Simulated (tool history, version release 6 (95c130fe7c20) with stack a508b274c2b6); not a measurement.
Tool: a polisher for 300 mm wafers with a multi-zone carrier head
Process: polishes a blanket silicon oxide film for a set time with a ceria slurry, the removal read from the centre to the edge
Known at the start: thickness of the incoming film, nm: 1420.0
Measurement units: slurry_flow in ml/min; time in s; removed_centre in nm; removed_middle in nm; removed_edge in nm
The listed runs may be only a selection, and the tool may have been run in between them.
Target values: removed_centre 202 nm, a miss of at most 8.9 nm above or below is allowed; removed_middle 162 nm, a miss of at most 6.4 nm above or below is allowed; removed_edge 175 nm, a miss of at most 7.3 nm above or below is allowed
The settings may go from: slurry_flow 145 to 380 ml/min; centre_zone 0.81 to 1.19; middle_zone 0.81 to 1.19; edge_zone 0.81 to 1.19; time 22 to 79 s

run	day	slurry_flow	centre_zone	middle_zone	edge_zone	time	removed_centre	removed_middle	removed_edge
1	0	245	1	1	1	50	298.63	293.58	283.96
2	0.054	245	0.92	1	1	50	279.94	298.1	289.72
3	0.1	240	0.95	0.97	0.98	46	263.48	265.34	265.91
4	0.317	240	0.98	0.95	0.97	42	242.84	236.77	236.79
5	0.412	240	0.98	0.95	0.9	42	248.32	239.92	231.43
6	0.658	195	0.98	0.95	0.9	42	238.33	233.52	221.41
7	0.704	190	1	0.92	0.9	40	234.89	219.78	210.9
8	1.046	195	1.01	0.9	0.91	38	227.64	201.23	206.59
9	1.167	185	1.04	0.83	0.83	30	179.37	149.51	156.53
10	1.462	190	1.05	0.84	0.85	30	182.03	152.09	157.91
11	1.708	190	1.06	0.84	0.87	30	186.86	151.13	159.83
12	1.783	190	1.06	0.85	0.89	30	183.02	152.83	158.36

4 candidate next runs follow, results not yet known. Just one meets every target within its allowed miss. Identify it.
A	1.858	185	1.13	0.82	0.87	29	?	?	?
B	1.858	145	1.17	0.89	0.81	31	?	?	?
C	1.858	250	1.03	0.81	0.85	33	?	?	?
D	1.858	220	0.99	0.86	1	29	?	?	?

move	removed_centre	removed_middle	removed_edge
A	189.22	144.12	155.57
B	205.44	161.87	158.94
C	200.92	166.02	178.1
D	168.01	151.84	167.33
A: the biggest miss grows against the last run
B: neither nearer nor further off than the last run
C: every result lands within tolerance
D: the biggest miss grows against the last run
The move that meets every target is C.

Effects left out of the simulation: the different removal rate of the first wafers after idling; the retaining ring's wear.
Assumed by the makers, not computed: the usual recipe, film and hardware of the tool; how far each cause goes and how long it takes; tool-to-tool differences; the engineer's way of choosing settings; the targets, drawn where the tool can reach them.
